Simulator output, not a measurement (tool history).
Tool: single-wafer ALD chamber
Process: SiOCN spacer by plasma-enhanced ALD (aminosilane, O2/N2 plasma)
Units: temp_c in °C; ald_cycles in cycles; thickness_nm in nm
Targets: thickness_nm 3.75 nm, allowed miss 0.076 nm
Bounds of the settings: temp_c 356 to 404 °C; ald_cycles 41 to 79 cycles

run	day	temp_c	ald_cycles	thickness_nm
1	0	380	60	3.4268
2	0.083	380	62	3.501
3	0.296	380	57	3.2355
4	0.5	386	57	3.2539
5	0.871	386	60	3.4142
6	0.929	378	60	3.4108
7	1	378	62	3.5549
8	1.375	378	63	3.577
9	1.55	378	64	3.6336

4 next moves are on the table. One of them brings every result within its allowed miss. Which?
A	1.725	377	66	?
B	1.725	386	60	?
C	1.725	376	63	?
D	1.725	374	62	?

move	thickness_nm
A	3.7787
B	3.4352
C	3.6069
D	3.5497
A: meets every target
B: further off than the last run
C: further off than the last run
D: further off than the last run
Answer: A
